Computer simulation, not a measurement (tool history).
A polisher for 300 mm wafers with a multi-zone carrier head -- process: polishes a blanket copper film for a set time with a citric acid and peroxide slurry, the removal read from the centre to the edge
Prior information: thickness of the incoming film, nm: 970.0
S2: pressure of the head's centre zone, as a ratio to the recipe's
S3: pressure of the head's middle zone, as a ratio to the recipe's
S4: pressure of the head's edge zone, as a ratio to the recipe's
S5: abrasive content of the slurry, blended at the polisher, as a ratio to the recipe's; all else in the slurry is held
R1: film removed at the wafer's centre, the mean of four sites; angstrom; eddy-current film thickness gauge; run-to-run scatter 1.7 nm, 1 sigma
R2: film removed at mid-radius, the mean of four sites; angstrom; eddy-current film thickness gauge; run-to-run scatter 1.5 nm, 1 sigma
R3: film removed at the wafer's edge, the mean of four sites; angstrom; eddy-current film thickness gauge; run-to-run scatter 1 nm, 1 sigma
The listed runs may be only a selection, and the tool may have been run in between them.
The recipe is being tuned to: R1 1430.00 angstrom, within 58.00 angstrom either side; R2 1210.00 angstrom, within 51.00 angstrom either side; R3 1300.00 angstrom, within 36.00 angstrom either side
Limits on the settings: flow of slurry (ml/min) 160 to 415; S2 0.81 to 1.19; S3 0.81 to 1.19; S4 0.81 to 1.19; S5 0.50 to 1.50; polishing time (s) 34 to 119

Run 1, day 0.000: flow of slurry (ml/min) 265, S2 1.00, S3 1.00, S4 1.00, S5 1.00, polishing time (s) 76. Result: R1 890.24 angstrom, R2 876.36 angstrom, R3 904.85 angstrom.
Run 2, day 0.312: flow of slurry (ml/min) 265, S2 0.93, S3 1.00, S4 1.00, S5 1.00, polishing time (s) 76. Result: R1 811.70 angstrom, R2 861.60 angstrom, R3 906.28 angstrom.
Run 3, day 0.371: flow of slurry (ml/min) 265, S2 0.93, S3 1.00, S4 1.00, S5 1.00, polishing time (s) 64. Result: R1 689.69 angstrom, R2 723.25 angstrom, R3 757.26 angstrom.
Run 4, day 0.662: flow of slurry (ml/min) 305, S2 0.93, S3 1.00, S4 1.00, S5 1.00, polishing time (s) 64. Result: R1 735.96 angstrom, R2 755.97 angstrom, R3 779.22 angstrom.
Run 5, day 0.829: flow of slurry (ml/min) 265, S2 0.93, S3 1.00, S4 1.00, S5 1.00, polishing time (s) 64. Result: R1 698.49 angstrom, R2 743.82 angstrom, R3 771.07 angstrom.
Run 6, day 0.942: flow of slurry (ml/min) 275, S2 0.96, S3 1.00, S4 1.02, S5 1.10, polishing time (s) 68. Result: R1 800.84 angstrom, R2 816.15 angstrom, R3 845.33 angstrom.
Run 7, day 1.300: flow of slurry (ml/min) 280, S2 0.98, S3 0.99, S4 1.04, S5 1.15, polishing time (s) 71. Result: R1 865.10 angstrom, R2 875.82 angstrom, R3 913.59 angstrom.
Run 8, day 1.633: flow of slurry (ml/min) 280, S2 0.98, S3 0.99, S4 1.04, S5 1.15, polishing time (s) 71. Result: R1 844.60 angstrom, R2 882.75 angstrom, R3 908.09 angstrom.
Run 9, day 1.879: flow of slurry (ml/min) 325, S2 1.08, S3 1.00, S4 1.14, S5 1.40, polishing time (s) 91. Result: R1 1321.00 angstrom, R2 1200.50 angstrom, R3 1327.60 angstrom.
Run 10, day 2.071: flow of slurry (ml/min) 330, S2 1.09, S3 1.00, S4 1.13, S5 1.40, polishing time (s) 91. Result: R1 1318.30 angstrom, R2 1237.80 angstrom, R3 1301.60 angstrom.
Run 11, day 2.267: flow of slurry (ml/min) 330, S2 1.10, S3 0.99, S4 1.13, S5 1.40, polishing time (s) 91. Result: R1 1352.10 angstrom, R2 1199.10 angstrom, R3 1316.30 angstrom.
Run 12, day 2.417: flow of slurry (ml/min) 330, S2 1.11, S3 0.99, S4 1.13, S5 1.40, polishing time (s) 91. Result: R1 1389.00 angstrom, R2 1177.10 angstrom, R3 1298.50 angstrom.
Run 13, day 2.446: flow of slurry (ml/min) 330, S2 1.11, S3 0.99, S4 1.13, S5 1.40, polishing time (s) 91. Result: R1 1372.00 angstrom, R2 1220.80 angstrom, R3 1307.10 angstrom.

Pick the move, out of 5, that brings all results within their allowed miss; only one does.
Run A, day 2.475: flow of slurry (ml/min) 370, S2 1.07, S3 1.06, S4 1.15, S5 1.50, polishing time (s) 86. Result: R1 ?, R2 ?, R3 ?.
Run B, day 2.475: flow of slurry (ml/min) 255, S2 1.07, S3 1.04, S4 1.18, S5 1.50, polishing time (s) 92. Result: R1 ?, R2 ?, R3 ?.
Run C, day 2.475: flow of slurry (ml/min) 365, S2 1.18, S3 1.03, S4 1.18, S5 1.50, polishing time (s) 85. Result: R1 ?, R2 ?, R3 ?.
Run D, day 2.475: flow of slurry (ml/min) 345, S2 1.06, S3 1.02, S4 1.11, S5 1.50, polishing time (s) 89. Result: R1 ?, R2 ?, R3 ?.
Run E, day 2.475: flow of slurry (ml/min) 325, S2 1.10, S3 1.02, S4 1.18, S5 1.40, polishing time (s) 87. Result: R1 ?, R2 ?, R3 ?.

move       R1       R2       R3
   A  1287.20  1237.00  1293.30
   B  1285.50  1224.70  1340.10
   C  1400.90  1190.20  1293.50
   D  1305.10  1227.30  1306.60
   E  1285.30  1165.20  1281.90
A: its largest miss is bigger than the last run's
B: its largest miss is bigger than the last run's
C: all results in spec
D: its largest miss is bigger than the last run's
E: its largest miss is bigger than the last run's
So the answer is move C, the one that meets all the targets.
